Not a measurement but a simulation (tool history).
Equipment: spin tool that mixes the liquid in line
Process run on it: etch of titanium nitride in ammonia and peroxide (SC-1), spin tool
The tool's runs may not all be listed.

| run | hour | temperature setpoint of the liquid (C) | parts of water to one part of 30 % peroxide (parts by volume) | parts of 29 % ammonia solution to one part of 30 % peroxide (parts by volume) | time under the liquid (s) | thickness taken off the titanium nitride on a monitor wafer (angstrom) |
|---|---|---|---|---|---|---|
| 1 | 0.0 | 51.0 | 12.0 | 0.95 | 80 | 88.260 |
| 2 | 0.8 | 47.5 | 12.0 | 0.95 | 80 | 69.427 |
| 3 | 4.4 | 47.5 | 9.0 | 0.95 | 80 | 78.532 |
| 4 | 9.3 | 47.5 | 9.0 | 0.95 | 80 | 80.218 |
| 5 | 14.7 | 47.5 | 6.5 | 0.95 | 80 | 93.269 |
| 6 | 20.3 | 47.5 | 6.5 | 0.75 | 80 | 90.706 |
| 7 | 24.9 | 45.0 | 7.5 | 0.75 | 80 | 70.828 |
| 8 | 28.8 | 43.0 | 8.5 | 0.75 | 80 | 57.763 |
| 9 | 35.2 | 41.5 | 9.0 | 0.75 | 80 | 49.834 |
| 10 | 37.6 | 40.5 | 9.0 | 0.75 | 80 | 46.621 |
| 11 | 46.3 | 40.0 | 9.5 | 0.75 | 80 | 43.542 |
| 12 | 51.2 | 39.5 | 9.5 | 0.75 | 80 | 42.373 |
| 13 | 55.9 | 39.0 | 9.5 | 0.75 | 80 | 40.485 |

Forecast run 14:
| 14 | 63.4 | 38.5 | 9.5 | 0.75 | 80 | ? |

thickness taken off the titanium nitride on a monitor wafer (angstrom): 39.274
